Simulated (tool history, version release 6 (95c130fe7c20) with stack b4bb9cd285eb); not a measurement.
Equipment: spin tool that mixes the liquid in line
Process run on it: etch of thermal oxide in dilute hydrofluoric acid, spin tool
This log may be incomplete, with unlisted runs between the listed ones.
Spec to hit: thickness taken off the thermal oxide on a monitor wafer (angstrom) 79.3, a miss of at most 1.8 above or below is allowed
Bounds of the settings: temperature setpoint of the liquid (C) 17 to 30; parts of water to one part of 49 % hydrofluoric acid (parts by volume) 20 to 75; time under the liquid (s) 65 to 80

run,hour,temperature setpoint of the liquid (C),parts of water to one part of 49 % hydrofluoric acid (parts by volume),time under the liquid (s),thickness taken off the thermal oxide on a monitor wafer (angstrom)
1,0,22,45,80,88.64
2,2.1,22,35,80,116.73
3,3.9,22,25,80,161.26
4,11.6,22,20,80,206.79
5,14.1,23.5,20,80,219.66
6,22.2,22.5,20,80,208.52
7,30.7,22,20,80,204.01
8,33.7,21.5,25,80,159.42

Which one of the following 4 next-run settings gets every result inside its allowed miss? There is exactly one.
A,36.7,18,35,65,?
B,36.7,21.5,30,70,?
C,36.7,22,35,65,?
D,36.7,19,25,65,?

move,thickness taken off the thermal oxide on a monitor wafer (angstrom)
A,78.662
B,115.61
C,93.401
D,116.37
A: hits every target within its allowed miss
B: closer than the last run, but not yet in spec
C: closer than the last run, but not yet in spec
D: closer than the last run, but not yet in spec
A meets every target.

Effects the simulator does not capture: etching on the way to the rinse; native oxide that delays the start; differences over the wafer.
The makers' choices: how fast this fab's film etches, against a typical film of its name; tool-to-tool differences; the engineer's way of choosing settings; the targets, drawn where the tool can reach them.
